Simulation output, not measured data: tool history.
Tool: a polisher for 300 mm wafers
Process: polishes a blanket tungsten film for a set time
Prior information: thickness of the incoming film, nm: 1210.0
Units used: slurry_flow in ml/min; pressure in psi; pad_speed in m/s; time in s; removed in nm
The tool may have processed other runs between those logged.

| run | day | slurry_flow | pressure | pad_speed | slurry_solids | time | removed |
|---|---|---|---|---|---|---|---|
| 1 | 0 | 220 | 3.5 | 1.4 | 1 | 91 | 570.53 |
| 2 | 0.238 | 215 | 3.1 | 1.36 | 1 | 91 | 487.84 |
| 3 | 0.333 | 210 | 2.8 | 1.34 | 1 | 91 | 439.36 |
| 4 | 0.408 | 205 | 2.6 | 1.32 | 1 | 91 | 401.67 |
| 5 | 0.767 | 240 | 2.6 | 1.32 | 1 | 91 | 411.64 |
| 6 | 0.971 | 235 | 2.4 | 1.3 | 1 | 91 | 372.15 |
| 7 | 1.308 | 185 | 1.6 | 1.3 | 1 | 91 | 243.64 |
| 8 | 1.562 | 195 | 1.6 | 1.3 | 1 | 91 | 249.79 |
| 9 | 1.642 | 205 | 1.6 | 1.3 | 1 | 91 | 246.57 |
| 10 | 1.833 | 205 | 2.1 | 1.3 | 1 | 91 | 319.81 |
| 11 | 2.183 | 195 | 2.1 | 1.3 | 1 | 91 | 318.94 |
| 12 | 2.4 | 195 | 2 | 1.3 | 1 | 91 | 307.39 |

What will run 13 give?
| 13 | 2.712 | 195 | 1.9 | 1.3 | 1 | 91 | ? |

removed: 292.15 nm

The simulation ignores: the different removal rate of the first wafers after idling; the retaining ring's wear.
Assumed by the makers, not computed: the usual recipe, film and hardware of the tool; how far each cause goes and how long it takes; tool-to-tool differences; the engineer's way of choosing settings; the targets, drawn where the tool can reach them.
